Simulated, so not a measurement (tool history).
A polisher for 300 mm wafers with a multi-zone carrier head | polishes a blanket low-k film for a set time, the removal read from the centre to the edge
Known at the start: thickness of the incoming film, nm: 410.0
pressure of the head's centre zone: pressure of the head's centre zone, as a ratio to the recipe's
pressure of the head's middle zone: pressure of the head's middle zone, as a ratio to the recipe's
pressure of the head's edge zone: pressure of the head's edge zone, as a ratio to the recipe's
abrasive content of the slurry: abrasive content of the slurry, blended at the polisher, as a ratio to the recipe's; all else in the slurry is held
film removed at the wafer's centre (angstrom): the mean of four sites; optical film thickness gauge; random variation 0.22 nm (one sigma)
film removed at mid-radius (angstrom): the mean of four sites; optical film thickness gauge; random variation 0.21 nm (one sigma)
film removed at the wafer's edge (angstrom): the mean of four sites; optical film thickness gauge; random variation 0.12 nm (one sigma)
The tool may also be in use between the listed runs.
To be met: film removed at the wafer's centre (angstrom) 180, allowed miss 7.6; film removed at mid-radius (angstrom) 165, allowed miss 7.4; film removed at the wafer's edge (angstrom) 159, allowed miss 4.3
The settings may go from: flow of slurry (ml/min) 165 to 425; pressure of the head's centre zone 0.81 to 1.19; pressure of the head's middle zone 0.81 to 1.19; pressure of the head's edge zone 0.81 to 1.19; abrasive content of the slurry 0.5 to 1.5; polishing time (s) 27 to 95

run,hour,flow of slurry (ml/min),pressure of the head's centre zone,pressure of the head's middle zone,pressure of the head's edge zone,abrasive content of the slurry,polishing time (s),film removed at the wafer's centre (angstrom),film removed at mid-radius (angstrom),film removed at the wafer's edge (angstrom)
1,0,275,1,1,1,1,61,230.14,227.13,229.44
2,8.9,275,1,1.06,1,1,61,227.76,243.88,229.48
3,10.9,275,1,1.14,1,1,61,228.7,251.22,230.44
4,17.4,275,1.01,1.12,0.99,0.95,60,221.59,230.68,213.72
5,25.6,275,1.01,1.12,0.99,0.95,51,190.95,200.38,183.48
6,30.7,270,1.01,1.11,0.98,0.95,51,182.65,200.77,181.27
7,39.4,265,1.02,1.09,0.97,0.95,51,190.19,198.43,179.89
8,44.7,265,1.02,1.07,0.96,0.95,51,191.89,193.87,180.18
9,48.2,265,1.02,1.06,0.95,0.95,51,186.72,191.07,176.83
10,50.2,265,1.02,1.05,0.94,0.95,51,187.49,190.34,178.45
11,55.6,265,1.02,1.04,0.93,0.95,51,189.84,191.25,177.42
12,57.7,245,1.02,0.94,0.85,0.8,51,162.48,148.49,146.14

Which of these 4 next moves meets every target?
A,59.8,340,0.93,0.93,0.9,1.1,43,?,?,?
B,59.8,270,1.03,0.96,0.83,0.8,55,?,?,?
C,59.8,260,1.07,0.86,0.9,0.85,51,?,?,?
D,59.8,310,1.04,0.83,0.92,0.8,55,?,?,?

move,film removed at the wafer's centre (angstrom),film removed at mid-radius (angstrom),film removed at the wafer's edge (angstrom)
A,164.6,158.78,165.32
B,179.09,160.36,157.67
C,181.17,142.59,159.76
D,183.6,144.19,167.28
A: takes the result that was furthest off past its target
B: meets every target
C: brings the result that was furthest off to its target, and leaves another outside
D: takes the result that was furthest off past its target
The right move is B.
